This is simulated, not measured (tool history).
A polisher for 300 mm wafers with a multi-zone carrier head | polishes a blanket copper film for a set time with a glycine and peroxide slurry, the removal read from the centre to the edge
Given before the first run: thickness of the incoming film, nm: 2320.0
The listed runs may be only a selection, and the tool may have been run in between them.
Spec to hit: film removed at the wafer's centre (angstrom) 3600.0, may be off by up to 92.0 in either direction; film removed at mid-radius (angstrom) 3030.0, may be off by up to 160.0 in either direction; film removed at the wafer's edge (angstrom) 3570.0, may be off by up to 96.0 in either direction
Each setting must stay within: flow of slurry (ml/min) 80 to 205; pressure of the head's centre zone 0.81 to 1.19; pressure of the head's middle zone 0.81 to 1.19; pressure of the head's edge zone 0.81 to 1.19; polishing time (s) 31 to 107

| run | hour | flow of slurry (ml/min) | pressure of the head's centre zone | pressure of the head's middle zone | pressure of the head's edge zone | polishing time (s) | film removed at the wafer's centre (angstrom) | film removed at mid-radius (angstrom) | film removed at the wafer's edge (angstrom) |
|---|---|---|---|---|---|---|---|---|---|
| 1 | 0.0 | 135 | 1.00 | 1.00 | 1.00 | 69 | 3877.6 | 3927.0 | 3992.4 |
| 2 | 4.3 | 120 | 1.01 | 0.94 | 0.98 | 68 | 3615.3 | 3482.9 | 3828.3 |
| 3 | 13.0 | 120 | 1.01 | 0.94 | 0.90 | 68 | 3666.0 | 3472.5 | 3737.8 |
| 4 | 15.0 | 115 | 1.02 | 0.91 | 0.88 | 68 | 3645.4 | 3393.5 | 3633.9 |
| 5 | 23.6 | 110 | 1.03 | 0.88 | 0.89 | 68 | 3557.9 | 3335.2 | 3634.7 |
|  | 24.9 | slurry nozzle cleaned |
| 6 | 24.9 | 115 | 1.06 | 0.86 | 0.92 | 67 | 3933.0 | 3306.6 | 3808.2 |
| 7 | 32.0 | 80 | 1.06 | 0.83 | 0.90 | 66 | 3351.6 | 2829.6 | 3418.6 |
| 8 | 35.4 | 100 | 1.06 | 0.85 | 0.91 | 66 | 3741.5 | 3161.6 | 3610.5 |

Consider the 5 candidate settings below. Which is the only one whose results all fall within their allowed miss of target?
| A | 38.8 | 90 | 1.07 | 0.91 | 0.93 | 71 | ? | ? | ? |
| B | 38.8 | 155 | 1.07 | 0.95 | 0.88 | 61 | ? | ? | ? |
| C | 38.8 | 110 | 0.93 | 0.97 | 0.88 | 64 | ? | ? | ? |
| D | 38.8 | 120 | 1.01 | 0.91 | 0.88 | 63 | ? | ? | ? |
| E | 38.8 | 95 | 1.04 | 0.81 | 0.85 | 67 | ? | ? | ? |

| move | film removed at the wafer's centre (angstrom) | film removed at mid-radius (angstrom) | film removed at the wafer's edge (angstrom) |
|---|---|---|---|
| A | 3800.7 | 3461.9 | 3842.7 |
| B | 3875.3 | 3568.5 | 3589.1 |
| C | 3307.2 | 3506.4 | 3553.0 |
| D | 3573.4 | 3363.2 | 3558.7 |
| E | 3582.9 | 3048.7 | 3572.0 |
A: lands further from the targets than the last run did
B: lands further from the targets than the last run did
C: pushes the last run's worst result past its target
D: brings the result that was furthest off to its target, and leaves another outside
E: each result inside its tolerance
The move that meets every target is E.

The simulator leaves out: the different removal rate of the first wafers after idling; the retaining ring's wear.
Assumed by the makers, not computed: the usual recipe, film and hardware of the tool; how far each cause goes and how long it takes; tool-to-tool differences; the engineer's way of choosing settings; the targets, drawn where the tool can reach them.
